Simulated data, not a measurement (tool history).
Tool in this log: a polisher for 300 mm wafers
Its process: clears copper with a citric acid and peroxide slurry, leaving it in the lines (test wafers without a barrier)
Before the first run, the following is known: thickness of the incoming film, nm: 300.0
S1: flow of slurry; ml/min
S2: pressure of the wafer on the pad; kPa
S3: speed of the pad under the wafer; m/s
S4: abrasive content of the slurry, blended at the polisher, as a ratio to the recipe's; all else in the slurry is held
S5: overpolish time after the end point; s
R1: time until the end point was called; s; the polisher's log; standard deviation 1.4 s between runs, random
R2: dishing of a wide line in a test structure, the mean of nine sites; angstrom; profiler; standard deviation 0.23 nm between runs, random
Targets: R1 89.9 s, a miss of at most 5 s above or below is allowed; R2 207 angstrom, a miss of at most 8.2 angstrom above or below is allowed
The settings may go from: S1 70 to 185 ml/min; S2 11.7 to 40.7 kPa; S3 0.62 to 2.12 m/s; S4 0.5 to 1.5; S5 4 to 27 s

run 1 hour=0 | S1=120 S2=26.2 S3=1.36 S4=1 S5=14 | R1=72.26 R2=398.76
run 2 hour=2.7 | S1=130 S2=24.1 S3=1.36 S4=1 S5=12 | R1=77.953 R2=330.37
run 3 hour=6.1 | S1=130 S2=24.1 S3=1.36 S4=1 S5=15 | R1=76.998 R2=390.06
run 4 hour=11.5 | S1=130 S2=24.1 S3=1.66 S4=1 S5=15 | R1=64.363 R2=457.42
run 5 hour=18 | S1=135 S2=22.1 S3=1.6 S4=1 S5=12 | R1=72.809 R2=357.21
run 6 hour=25.6 | S1=140 S2=20.7 S3=1.58 S4=1 S5=10 | R1=76.607 R2=276.18
run 7 hour=27.4 | S1=145 S2=19.3 S3=1.58 S4=1 S5=10 | R1=81.141 R2=268.96
run 8 hour=33.6 | S1=150 S2=18.6 S3=1.58 S4=1 S5=9 | R1=84.824 R2=235
run 9 hour=36.4 | S1=155 S2=17.9 S3=1.58 S4=1 S5=9 | R1=88.057 R2=234.95

Below are 4 possible settings for the next run. Only one of them brings all results inside the allowed miss of their targets. Which is it?
run A hour=39.2 | S1=175 S2=23.4 S3=1.14 S4=1 S5=9 | R1=? R2=?
run B hour=39.2 | S1=140 S2=18.6 S3=1.5 S4=1.05 S5=8 | R1=? R2=?
run C hour=39.2 | S1=120 S2=20.7 S3=1.16 S4=1.3 S5=10 | R1=? R2=?
run D hour=39.2 | S1=160 S2=17.2 S3=1.56 S4=1 S5=9 | R1=? R2=?

move=A R1=93.604 R2=224.65
move=B R1=91.793 R2=204.03
move=C R1=104.09 R2=223.45
move=D R1=94.157 R2=220.69
A: gains on the last run, yet a result remains outside its allowed miss
B: all results land within tolerance of their targets
C: gains on the last run, yet a result remains outside its allowed miss
D: gains on the last run, yet a result remains outside its allowed miss
Move B is the one to make.

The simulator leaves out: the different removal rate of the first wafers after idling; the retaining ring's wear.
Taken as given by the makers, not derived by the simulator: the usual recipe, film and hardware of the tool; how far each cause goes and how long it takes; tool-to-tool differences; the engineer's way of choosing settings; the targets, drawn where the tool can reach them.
